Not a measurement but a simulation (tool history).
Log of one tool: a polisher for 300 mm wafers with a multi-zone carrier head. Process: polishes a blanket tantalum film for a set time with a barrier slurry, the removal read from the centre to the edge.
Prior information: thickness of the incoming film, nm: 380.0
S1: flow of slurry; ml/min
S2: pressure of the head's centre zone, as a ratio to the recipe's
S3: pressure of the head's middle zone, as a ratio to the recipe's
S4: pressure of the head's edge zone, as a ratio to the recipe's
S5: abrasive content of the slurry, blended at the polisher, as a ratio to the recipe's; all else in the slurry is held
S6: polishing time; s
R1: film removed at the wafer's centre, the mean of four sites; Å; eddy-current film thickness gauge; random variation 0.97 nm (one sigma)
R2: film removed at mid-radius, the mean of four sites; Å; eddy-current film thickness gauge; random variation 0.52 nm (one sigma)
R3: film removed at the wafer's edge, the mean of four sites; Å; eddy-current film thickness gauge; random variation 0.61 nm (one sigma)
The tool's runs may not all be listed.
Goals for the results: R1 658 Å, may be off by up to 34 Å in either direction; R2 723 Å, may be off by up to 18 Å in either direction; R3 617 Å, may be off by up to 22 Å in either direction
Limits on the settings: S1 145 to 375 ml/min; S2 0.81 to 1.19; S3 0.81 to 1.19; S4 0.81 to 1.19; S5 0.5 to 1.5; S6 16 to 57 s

run	hour	S1	S2	S3	S4	S5	S6	R1	R2	R3
1	0	240	1	1	1	1	36	469.69	465.13	479.08
2	2.8	215	1	1	1	1	36	461.14	452.77	477.49
3	11.2	245	1.02	1.06	1.02	1.15	37	517.87	513.81	508.99
4	17.4	265	1.01	1.1	1.02	1.25	38	535.27	556.85	529.64
5	24.4	265	1.01	1.1	1.02	1.15	38	529.25	551.3	521.19
6	25.2	265	1.01	1.1	1.02	1.15	31	420.78	453.05	425.32
7	31.6	285	1.01	1.13	1.02	1.25	34	471.32	516.4	484.19
8	38.2	290	1.02	1.15	0.98	1.3	37	536.32	571.87	516.45
9	46.5	300	1.01	1.16	0.96	1.35	39	574.93	614.64	552.41
10	54.9	300	1	1.17	0.93	1.4	40	566.96	642.41	565.03
11	63	305	1.01	1.18	0.92	1.45	41	600.3	663.48	573
12	71.7	310	1.01	1.18	0.92	1.45	42	606.18	678.66	583.6
13	73.7	310	1.02	1.18	0.92	1.45	43	635.32	699.38	597.54
14	76.4	310	1.02	1.18	0.93	1.45	43	617.38	703.79	603.91
15	80.8	310	1.04	1.18	0.93	1.45	43	652.63	697.29	594.08

Below are 4 possible settings for the next run. Only one of them brings all results inside the allowed miss of their targets. Which is it?
A	85.2	295	1.07	1.11	0.88	1.45	42	?	?	?
B	85.2	375	1.06	1.19	0.93	1.5	43	?	?	?
C	85.2	340	1.02	1.09	0.99	1.5	43	?	?	?
D	85.2	325	1.06	1.16	0.93	1.45	42	?	?	?

move	R1	R2	R3
A	629.06	644.39	569.02
B	654.23	716.66	608.31
C	624.4	660.29	624.31
D	628.08	673.84	586.28
A: the biggest miss grows against the last run
B: every result lands within tolerance
C: the biggest miss grows against the last run
D: the biggest miss grows against the last run
Correct choice: B, which meets every target

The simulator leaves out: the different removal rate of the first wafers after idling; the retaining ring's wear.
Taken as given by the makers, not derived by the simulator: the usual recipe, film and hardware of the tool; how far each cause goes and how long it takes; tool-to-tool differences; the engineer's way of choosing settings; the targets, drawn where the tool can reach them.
